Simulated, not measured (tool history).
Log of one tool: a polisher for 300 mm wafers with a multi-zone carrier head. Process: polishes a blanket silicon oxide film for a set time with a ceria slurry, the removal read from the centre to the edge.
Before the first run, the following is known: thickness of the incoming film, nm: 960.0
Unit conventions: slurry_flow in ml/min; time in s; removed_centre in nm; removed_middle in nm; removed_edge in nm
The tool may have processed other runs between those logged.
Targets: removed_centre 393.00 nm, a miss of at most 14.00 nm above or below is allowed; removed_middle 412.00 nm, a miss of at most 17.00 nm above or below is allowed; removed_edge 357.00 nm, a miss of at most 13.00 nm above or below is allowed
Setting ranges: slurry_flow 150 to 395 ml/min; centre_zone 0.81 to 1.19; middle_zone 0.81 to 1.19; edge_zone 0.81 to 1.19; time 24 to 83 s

Run 1, hour 0.0: slurry_flow 250 ml/min, centre_zone 1.00, middle_zone 1.00, edge_zone 1.00, time 53 s. Result: removed_centre 308.04 nm, removed_middle 316.13 nm, removed_edge 309.90 nm.
Run 2, hour 5.3: slurry_flow 260 ml/min, centre_zone 1.02, middle_zone 1.03, edge_zone 1.01, time 54 s. Result: removed_centre 321.48 nm, removed_middle 329.20 nm, removed_edge 322.36 nm.
Run 3, hour 6.0: slurry_flow 260 ml/min, centre_zone 1.02, middle_zone 1.03, edge_zone 0.95, time 54 s. Result: removed_centre 320.94 nm, removed_middle 319.07 nm, removed_edge 308.28 nm.
Run 4, hour 10.3: slurry_flow 260 ml/min, centre_zone 1.02, middle_zone 0.96, edge_zone 0.95, time 54 s. Result: removed_centre 325.51 nm, removed_middle 309.44 nm, removed_edge 312.14 nm.
Run 5, hour 12.2: slurry_flow 260 ml/min, centre_zone 1.02, middle_zone 0.90, edge_zone 0.95, time 54 s. Result: removed_centre 327.46 nm, removed_middle 291.82 nm, removed_edge 304.07 nm.
Run 6, hour 16.7: slurry_flow 260 ml/min, centre_zone 1.02, middle_zone 0.90, edge_zone 0.95, time 43 s. Result: removed_centre 258.00 nm, removed_middle 231.23 nm, removed_edge 242.14 nm.
Run 7, hour 17.5: slurry_flow 265 ml/min, centre_zone 1.04, middle_zone 0.95, edge_zone 0.95, time 46 s. Result: removed_centre 274.84 nm, removed_middle 256.68 nm, removed_edge 263.02 nm.
Run 8, hour 25.7: slurry_flow 330 ml/min, centre_zone 1.14, middle_zone 1.05, edge_zone 0.85, time 61 s. Result: removed_centre 408.63 nm, removed_middle 374.90 nm, removed_edge 334.08 nm.

Which of these 5 next moves meets every target?
Run A, hour 33.9: slurry_flow 350 ml/min, centre_zone 1.09, middle_zone 1.07, edge_zone 0.88, time 64 s. Result: removed_centre ?, removed_middle ?, removed_edge ?.
Run B, hour 33.9: slurry_flow 335 ml/min, centre_zone 1.15, middle_zone 1.11, edge_zone 0.81, time 58 s. Result: removed_centre ?, removed_middle ?, removed_edge ?.
Run C, hour 33.9: slurry_flow 335 ml/min, centre_zone 1.01, middle_zone 1.09, edge_zone 0.87, time 69 s. Result: removed_centre ?, removed_middle ?, removed_edge ?.
Run D, hour 33.9: slurry_flow 305 ml/min, centre_zone 1.04, middle_zone 1.09, edge_zone 0.89, time 64 s. Result: removed_centre ?, removed_middle ?, removed_edge ?.
Run E, hour 33.9: slurry_flow 300 ml/min, centre_zone 1.19, middle_zone 1.15, edge_zone 0.81, time 60 s. Result: removed_centre ?, removed_middle ?, removed_edge ?.

move  removed_centre  removed_middle  removed_edge
   A          414.83          414.12        354.79
   B          395.56          386.00        308.99
   C          412.85          452.41        379.54
   D          391.48          416.72        353.86
   E          419.94          408.30        317.53
A: brings the result that was furthest off to its target, and leaves another outside
B: its largest miss is bigger than the last run's
C: carries the result that was furthest off beyond its target, to the other side
D: all results land within tolerance of their targets
E: brings the result that was furthest off to its target, and leaves another outside
The move that meets every target is D.

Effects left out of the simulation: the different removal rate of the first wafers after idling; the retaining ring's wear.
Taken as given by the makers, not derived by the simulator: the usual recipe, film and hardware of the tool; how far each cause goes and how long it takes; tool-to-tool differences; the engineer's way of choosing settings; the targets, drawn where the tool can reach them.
